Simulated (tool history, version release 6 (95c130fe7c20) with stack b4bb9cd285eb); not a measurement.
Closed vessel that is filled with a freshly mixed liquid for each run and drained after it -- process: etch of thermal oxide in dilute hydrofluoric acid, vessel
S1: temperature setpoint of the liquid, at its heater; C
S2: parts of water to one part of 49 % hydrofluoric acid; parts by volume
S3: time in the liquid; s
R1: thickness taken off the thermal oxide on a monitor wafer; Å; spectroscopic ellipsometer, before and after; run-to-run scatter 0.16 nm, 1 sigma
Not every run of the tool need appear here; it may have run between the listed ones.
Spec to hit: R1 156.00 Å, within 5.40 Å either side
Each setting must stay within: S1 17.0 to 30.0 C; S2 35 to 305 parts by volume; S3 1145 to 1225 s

run,day,S1,S2,S3,R1
1,0.000,22.0,170,1145,240.10
2,0.175,21.5,175,1145,233.14
3,0.333,25.0,175,1145,261.13
4,0.379,24.0,180,1145,242.64
5,0.512,23.0,185,1145,228.76
6,0.808,22.0,190,1145,210.00
7,0.929,22.0,190,1145,209.21
8,0.992,22.0,190,1145,217.73
9,1.179,21.5,195,1145,201.43
10,1.346,21.5,195,1145,201.40
11,1.529,21.0,200,1145,188.00
12,1.875,20.5,200,1145,186.24
13,1.933,20.0,200,1145,182.25
14,2.271,19.5,200,1145,183.22
15,2.529,19.0,200,1145,177.34
16,2.717,18.5,200,1145,175.68
17,2.833,17.5,205,1145,161.93

4 next moves are on the table. One of them brings every result within its allowed miss. Which?
A,2.950,17.5,225,1145,?
B,2.950,19.5,225,1145,?
C,2.950,19.5,250,1205,?
D,2.950,17.5,240,1170,?

move,R1
A,146.49
B,158.28
C,146.46
D,138.46
A: takes the result that was furthest off past its target
B: each result inside its tolerance
C: takes the result that was furthest off past its target
D: takes the result that was furthest off past its target
Move B is the one to make.

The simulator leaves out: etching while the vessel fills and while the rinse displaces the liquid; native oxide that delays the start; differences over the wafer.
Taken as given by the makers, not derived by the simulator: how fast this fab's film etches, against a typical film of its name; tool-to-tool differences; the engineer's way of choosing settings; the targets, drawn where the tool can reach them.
